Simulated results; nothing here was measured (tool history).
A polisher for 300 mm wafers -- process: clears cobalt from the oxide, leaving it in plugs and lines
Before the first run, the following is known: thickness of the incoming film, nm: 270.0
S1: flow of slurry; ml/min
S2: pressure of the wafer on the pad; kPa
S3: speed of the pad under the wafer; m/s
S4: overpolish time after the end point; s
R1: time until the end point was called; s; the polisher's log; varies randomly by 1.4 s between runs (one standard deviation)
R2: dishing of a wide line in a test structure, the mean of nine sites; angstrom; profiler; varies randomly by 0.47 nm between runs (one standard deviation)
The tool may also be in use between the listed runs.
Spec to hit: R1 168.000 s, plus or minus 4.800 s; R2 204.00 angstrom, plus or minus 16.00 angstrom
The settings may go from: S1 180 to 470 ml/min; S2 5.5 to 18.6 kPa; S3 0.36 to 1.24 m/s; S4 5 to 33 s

Run 1, hour 0.0: S1 300 ml/min, S2 11.7 kPa, S3 0.80 m/s, S4 17 s. Result: R1 96.167 s, R2 338.78 angstrom.
Run 2, hour 8.1: S1 300 ml/min, S2 11.7 kPa, S3 0.80 m/s, S4 24 s. Result: R1 93.790 s, R2 411.04 angstrom.
Run 3, hour 13.9: S1 300 ml/min, S2 10.3 kPa, S3 0.80 m/s, S4 22 s. Result: R1 108.010 s, R2 369.47 angstrom.
Run 4, hour 16.8: S1 300 ml/min, S2 9.0 kPa, S3 0.80 m/s, S4 22 s. Result: R1 122.920 s, R2 343.95 angstrom.
Run 5, hour 24.8: S1 300 ml/min, S2 9.0 kPa, S3 0.80 m/s, S4 27 s. Result: R1 120.600 s, R2 394.01 angstrom.
Run 6, hour 31.5: S1 300 ml/min, S2 9.0 kPa, S3 0.80 m/s, S4 22 s. Result: R1 119.280 s, R2 354.40 angstrom.
Run 7, hour 39.5: S1 300 ml/min, S2 8.3 kPa, S3 0.78 m/s, S4 19 s. Result: R1 134.120 s, R2 289.03 angstrom.
Run 8, hour 44.8: S1 300 ml/min, S2 8.3 kPa, S3 0.78 m/s, S4 19 s. Result: R1 132.790 s, R2 293.79 angstrom.
Run 9, hour 53.7: S1 300 ml/min, S2 7.6 kPa, S3 0.78 m/s, S4 18 s. Result: R1 144.430 s, R2 260.15 angstrom.
Run 10, hour 60.9: S1 300 ml/min, S2 5.5 kPa, S3 0.78 m/s, S4 14 s. Result: R1 190.890 s, R2 176.28 angstrom.
Run 11, hour 69.9: S1 300 ml/min, S2 5.5 kPa, S3 0.78 m/s, S4 14 s. Result: R1 192.380 s, R2 174.39 angstrom.
At hour 71.6: head pressure recalibrated.
Run 12, hour 71.6: S1 305 ml/min, S2 6.2 kPa, S3 0.78 m/s, S4 15 s. Result: R1 152.000 s, R2 226.23 angstrom.
Run 13, hour 74.8: S1 305 ml/min, S2 6.2 kPa, S3 0.78 m/s, S4 15 s. Result: R1 153.470 s, R2 215.51 angstrom.
Run 14, hour 79.7: S1 300 ml/min, S2 6.2 kPa, S3 0.78 m/s, S4 15 s. Result: R1 154.430 s, R2 218.62 angstrom.
Run 15, hour 80.8: S1 300 ml/min, S2 6.2 kPa, S3 0.78 m/s, S4 15 s. Result: R1 153.930 s, R2 212.65 angstrom.

Consider the 5 candidate settings below. Which is the only one whose results all fall within their allowed miss of target?
Run A, hour 81.9: S1 325 ml/min, S2 5.5 kPa, S3 0.78 m/s, S4 18 s. Result: R1 ?, R2 ?.
Run B, hour 81.9: S1 270 ml/min, S2 5.5 kPa, S3 0.80 m/s, S4 20 s. Result: R1 ?, R2 ?.
Run C, hour 81.9: S1 310 ml/min, S2 5.5 kPa, S3 0.74 m/s, S4 16 s. Result: R1 ?, R2 ?.
Run D, hour 81.9: S1 220 ml/min, S2 5.5 kPa, S3 0.80 m/s, S4 15 s. Result: R1 ?, R2 ?.
Run E, hour 81.9: S1 305 ml/min, S2 10.3 kPa, S3 0.48 m/s, S4 14 s. Result: R1 ?, R2 ?.

move       R1      R2
   A  168.580  239.53
   B  166.470  262.36
   C  177.920  208.81
   D  168.840  206.62
   E  154.280  210.11
A: the furthest-off result lands on target, but another misses its tolerance
B: the furthest-off result lands on target, but another misses its tolerance
C: takes the biggest miss from the last run beyond its target
D: in spec on every target
E: neither nearer nor further off than the last run
So the answer is move D, the one that meets all the targets.
